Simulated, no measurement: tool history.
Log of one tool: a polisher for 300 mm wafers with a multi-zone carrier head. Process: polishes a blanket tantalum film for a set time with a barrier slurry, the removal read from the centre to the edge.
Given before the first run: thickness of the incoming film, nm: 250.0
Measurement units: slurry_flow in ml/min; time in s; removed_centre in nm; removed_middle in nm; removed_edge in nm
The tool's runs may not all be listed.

run 1 day=0 | slurry_flow=185 centre_zone=1 middle_zone=1 edge_zone=1 slurry_solids=1 time=63 | removed_centre=58.524 removed_middle=58.793 removed_edge=56.247
run 2 day=0.033 | slurry_flow=195 centre_zone=0.98 middle_zone=1.02 edge_zone=1.05 slurry_solids=1.15 time=67 | removed_centre=62.842 removed_middle=65.402 removed_edge=63.137
run 3 day=0.258 | slurry_flow=200 centre_zone=0.96 middle_zone=1.04 edge_zone=1.08 slurry_solids=1.25 time=71 | removed_centre=66.145 removed_middle=72.486 removed_edge=70.236
run 4 day=0.529 | slurry_flow=200 centre_zone=0.96 middle_zone=1.08 edge_zone=1.08 slurry_solids=1.25 time=71 | removed_centre=67.475 removed_middle=74.132 removed_edge=70.055
run 5 day=0.842 | slurry_flow=210 centre_zone=0.95 middle_zone=1.09 edge_zone=1.11 slurry_solids=1.3 time=73 | removed_centre=67.791 removed_middle=78.301 removed_edge=73.77
run 6 day=1.117 | slurry_flow=215 centre_zone=0.95 middle_zone=1.09 edge_zone=1.13 slurry_solids=1.35 time=75 | removed_centre=70.695 removed_middle=81.774 removed_edge=78.076
run 7 day=1.312 | slurry_flow=220 centre_zone=0.95 middle_zone=1.09 edge_zone=1.15 slurry_solids=1.4 time=76 | removed_centre=74.171 removed_middle=84.574 removed_edge=80.201
run 8 day=1.367 | slurry_flow=235 centre_zone=0.88 middle_zone=1.06 edge_zone=1.19 slurry_solids=1.5 time=80 | removed_centre=72.64 removed_middle=87.661 removed_edge=88.264

Run 9 comes next. What will it give?
run 9 day=1.483 | slurry_flow=240 centre_zone=0.89 middle_zone=1.06 edge_zone=1.18 slurry_solids=1.5 time=80 | removed_centre=? removed_middle=? removed_edge=?

Run 9 produced removed_centre 74.516 nm, removed_middle 88.639 nm, removed_edge 89.103 nm.
